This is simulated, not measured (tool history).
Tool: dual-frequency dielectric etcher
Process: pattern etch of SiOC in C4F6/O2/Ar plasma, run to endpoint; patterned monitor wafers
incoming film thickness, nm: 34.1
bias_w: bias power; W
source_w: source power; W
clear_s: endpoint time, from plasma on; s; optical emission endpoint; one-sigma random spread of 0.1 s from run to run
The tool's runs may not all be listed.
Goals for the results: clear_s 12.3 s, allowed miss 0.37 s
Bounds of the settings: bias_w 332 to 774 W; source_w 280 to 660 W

{"run": 1, "day": 0.0, "bias_w": 553, "source_w": 470, "clear_s": 10.283}
{"run": 2, "day": 0.038, "bias_w": 594, "source_w": 470, "clear_s": 9.9152}
{"run": 3, "day": 0.067, "bias_w": 552, "source_w": 460, "clear_s": 10.322}
{"run": 4, "day": 0.142, "bias_w": 517, "source_w": 450, "clear_s": 10.961}
{"run": 5, "day": 0.338, "bias_w": 498, "source_w": 450, "clear_s": 11.118}
{"run": 6, "day": 0.65, "bias_w": 481, "source_w": 450, "clear_s": 11.254}
{"run": 7, "day": 1.021, "bias_w": 465, "source_w": 450, "clear_s": 11.522}
{"day": 1.35, "done": "source power generator calibrated"}
{"run": 8, "day": 1.35, "bias_w": 454, "source_w": 450, "clear_s": 11.753}
{"run": 9, "day": 1.479, "bias_w": 402, "source_w": 430, "clear_s": 12.739}

Which one of the following 5 next-run settings gets every result inside its allowed miss? There is exactly one.
{"run": "A", "day": 1.608, "bias_w": 392, "source_w": 400, "clear_s": "?"}
{"run": "B", "day": 1.608, "bias_w": 386, "source_w": 410, "clear_s": "?"}
{"run": "C", "day": 1.608, "bias_w": 450, "source_w": 340, "clear_s": "?"}
{"run": "D", "day": 1.608, "bias_w": 382, "source_w": 430, "clear_s": "?"}
{"run": "E", "day": 1.608, "bias_w": 414, "source_w": 450, "clear_s": "?"}

move=A clear_s=13.464
move=B clear_s=13.456
move=C clear_s=13.264
move=D clear_s=13.3
move=E clear_s=12.536
A: moves away from the targets compared with the last run
B: moves away from the targets compared with the last run
C: moves away from the targets compared with the last run
D: moves away from the targets compared with the last run
E: all results land within tolerance of their targets
The move that meets every target is E.
